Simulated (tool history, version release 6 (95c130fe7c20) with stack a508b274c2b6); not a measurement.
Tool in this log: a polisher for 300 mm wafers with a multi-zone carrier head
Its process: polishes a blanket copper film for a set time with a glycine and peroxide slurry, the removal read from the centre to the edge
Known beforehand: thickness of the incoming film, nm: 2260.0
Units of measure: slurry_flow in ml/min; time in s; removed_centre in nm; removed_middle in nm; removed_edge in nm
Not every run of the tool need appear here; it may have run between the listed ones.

| run | day | slurry_flow | centre_zone | middle_zone | edge_zone | time | removed_centre | removed_middle | removed_edge |
|---|---|---|---|---|---|---|---|---|---|
| 1 | 0.000 | 240 | 1.00 | 1.00 | 1.00 | 41 | 311.52 | 303.90 | 320.36 |
| 2 | 0.367 | 240 | 1.00 | 1.00 | 1.06 | 41 | 309.22 | 317.07 | 331.17 |
| 3 | 0.688 | 240 | 1.00 | 0.93 | 1.06 | 41 | 308.53 | 300.79 | 328.76 |
| 4 | 0.829 | 235 | 0.98 | 0.95 | 1.03 | 39 | 291.12 | 287.97 | 309.96 |
| 5 | 0.967 | 235 | 0.94 | 0.95 | 1.03 | 39 | 275.60 | 291.88 | 310.53 |
| 6 | 1.075 | 230 | 0.92 | 0.96 | 1.01 | 38 | 264.10 | 289.76 | 295.37 |
| 7 | 1.417 | 185 | 0.82 | 0.88 | 0.91 | 29 | 174.64 | 196.38 | 212.59 |
| 8 | 1.708 | 195 | 0.83 | 0.89 | 0.91 | 29 | 175.48 | 200.90 | 217.37 |
| 9 | 2.075 | 205 | 0.84 | 0.90 | 0.91 | 29 | 179.33 | 203.31 | 214.50 |
| 10 | 2.133 | 210 | 0.85 | 0.91 | 0.92 | 29 | 183.55 | 210.48 | 218.23 |
| 11 | 2.442 | 210 | 0.85 | 0.91 | 0.92 | 29 | 184.74 | 208.04 | 217.87 |
| 12 | 2.608 | 215 | 0.85 | 0.92 | 0.92 | 29 | 184.02 | 212.02 | 219.37 |
| 13 | 2.783 | 220 | 0.85 | 0.92 | 0.92 | 29 | 184.84 | 210.66 | 221.60 |

Run 14, settings as shown, results not yet in. Your forecast:
| 14 | 3.092 | 225 | 0.85 | 0.93 | 0.92 | 29 | ? | ? | ? |

Run 14 produced removed_centre 185.84 nm, removed_middle 212.43 nm, removed_edge 216.23 nm.

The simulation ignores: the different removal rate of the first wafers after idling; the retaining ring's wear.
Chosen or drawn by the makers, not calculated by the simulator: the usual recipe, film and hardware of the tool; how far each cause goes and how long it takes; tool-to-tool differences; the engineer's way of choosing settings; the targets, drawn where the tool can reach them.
